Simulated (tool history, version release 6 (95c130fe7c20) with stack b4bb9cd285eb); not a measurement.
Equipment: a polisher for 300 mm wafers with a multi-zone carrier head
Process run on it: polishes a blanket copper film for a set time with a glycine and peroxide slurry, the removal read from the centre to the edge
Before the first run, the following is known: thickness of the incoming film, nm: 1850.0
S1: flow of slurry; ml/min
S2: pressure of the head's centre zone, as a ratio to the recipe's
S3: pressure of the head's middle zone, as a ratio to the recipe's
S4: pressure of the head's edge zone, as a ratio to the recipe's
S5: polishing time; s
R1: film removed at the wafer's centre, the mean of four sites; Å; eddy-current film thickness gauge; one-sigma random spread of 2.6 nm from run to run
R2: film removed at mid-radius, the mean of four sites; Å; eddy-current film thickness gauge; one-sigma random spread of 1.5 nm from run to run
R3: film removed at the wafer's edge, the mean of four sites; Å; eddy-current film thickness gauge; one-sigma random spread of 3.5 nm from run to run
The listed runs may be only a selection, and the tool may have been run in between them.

run  hour   S1    S2    S3    S4  S5      R1      R2      R3
  1   0.0  320  1.00  1.00  1.00  84  3284.2  3432.4  3424.4
  2   3.3  350  1.00  1.00  1.00  84  3406.4  3426.8  3314.2
  3   9.0  320  1.00  1.00  1.00  84  3384.2  3407.6  3471.0
  4  13.8  330  0.98  0.97  0.99  80  3130.3  3128.5  3196.9
  5  22.3  330  0.98  0.93  0.99  80  3090.9  3024.4  3152.0
  6  25.6  335  0.96  0.91  0.98  78  2955.0  2909.5  3126.6
  7  28.9  345  0.95  0.90  0.97  75  2875.6  2830.0  3024.3

For run 8, what comes out?
  8  36.1  270  0.86  0.82  0.87  60   ?   ?   ?

For run 8 the tool returned R1 2001.3 Å, R2 2007.2 Å, R3 2210.3 Å.
